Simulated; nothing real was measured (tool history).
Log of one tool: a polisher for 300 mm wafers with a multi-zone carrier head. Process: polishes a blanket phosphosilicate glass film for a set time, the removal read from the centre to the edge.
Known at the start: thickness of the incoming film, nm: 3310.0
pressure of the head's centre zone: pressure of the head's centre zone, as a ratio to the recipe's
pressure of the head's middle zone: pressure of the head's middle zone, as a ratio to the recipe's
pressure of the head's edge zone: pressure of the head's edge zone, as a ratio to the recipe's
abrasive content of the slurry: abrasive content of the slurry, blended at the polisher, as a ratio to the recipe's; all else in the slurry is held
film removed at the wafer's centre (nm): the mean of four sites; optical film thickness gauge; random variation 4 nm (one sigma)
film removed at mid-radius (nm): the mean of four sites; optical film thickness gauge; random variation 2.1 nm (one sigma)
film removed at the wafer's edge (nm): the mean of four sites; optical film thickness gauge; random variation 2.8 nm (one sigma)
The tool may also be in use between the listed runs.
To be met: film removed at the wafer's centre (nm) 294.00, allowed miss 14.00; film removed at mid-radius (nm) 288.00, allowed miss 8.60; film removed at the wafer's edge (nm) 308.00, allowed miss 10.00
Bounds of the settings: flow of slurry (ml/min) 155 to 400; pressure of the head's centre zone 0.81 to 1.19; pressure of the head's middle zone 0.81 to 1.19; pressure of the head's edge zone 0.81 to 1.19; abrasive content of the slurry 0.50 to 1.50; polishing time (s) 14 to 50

run    day  flow of slurry (ml/min)  pressure of the head's centre zone  pressure of the head's middle zone  pressure of the head's edge zone  abrasive content of the slurry  polishing time (s)  film removed at the wafer's centre (nm)  film removed at mid-radius (nm)  film removed at the wafer's edge (nm)
  1  0.000                      255                                1.00                                1.00                              1.00                            1.00                  32                                   206.94                           210.38                                 215.25
  2  0.083                      255                                1.00                                1.00                              1.04                            1.00                  32                                   206.96                           207.30                                 222.94
  3  0.258                      255                                1.06                                1.00                              1.04                            1.00                  32                                   227.73                           207.59                                 222.24
  4  0.533                      260                                1.06                                1.01                              1.06                            1.05                  32                                   226.70                           217.76                                 229.96
  5  0.712                      260                                1.07                                1.01                              1.07                            1.10                  32                                   237.04                           225.50                                 237.11
  6  0.738                      260                                1.01                                1.01                              1.07                            1.10                  32                                   229.29                           224.45                                 238.81
  7  0.892                      260                                1.01                                1.01                              1.08                            1.15                  32                                   233.85                           228.26                                 245.09
  8  1.067                      265                                1.01                                1.02                              1.09                            1.20                  32                                   234.06                           234.90                                 252.93
  9  1.308                      270                                1.02                                1.03                              1.10                            1.25                  32                                   241.27                           240.17                                 260.08
 10  1.633                      270                                1.03                                1.04                              1.11                            1.30                  32                                   252.21                           250.87                                 264.73
 11  1.979                      275                                1.03                                1.04                              1.12                            1.35                  32                                   257.46                           254.19                                 270.83

Which of these 4 next moves meets every target?
  A  2.325                      235                                0.89                                1.05                              1.15                            1.25                  40                                        ?                                ?                                      ?
  B  2.325                      280                                0.99                                1.19                              1.01                            1.40                  35                                        ?                                ?                                      ?
  C  2.325                      325                                1.07                                1.10                              1.19                            1.40                  32                                        ?                                ?                                      ?
  D  2.325                      360                                1.05                                1.01                              1.14                            1.20                  38                                        ?                                ?                                      ?

move  film removed at the wafer's centre (nm)  film removed at mid-radius (nm)  film removed at the wafer's edge (nm)
   A                                   267.03                           302.91                                 328.09
   B                                   275.58                           311.17                                 286.06
   C                                   273.46                           270.59                                 286.65
   D                                   298.27                           281.81                                 310.89
A: takes the result that was furthest off past its target
B: takes the result that was furthest off past its target
C: nearer than the last run, and not there yet
D: meets every target
Move D is the one to make.

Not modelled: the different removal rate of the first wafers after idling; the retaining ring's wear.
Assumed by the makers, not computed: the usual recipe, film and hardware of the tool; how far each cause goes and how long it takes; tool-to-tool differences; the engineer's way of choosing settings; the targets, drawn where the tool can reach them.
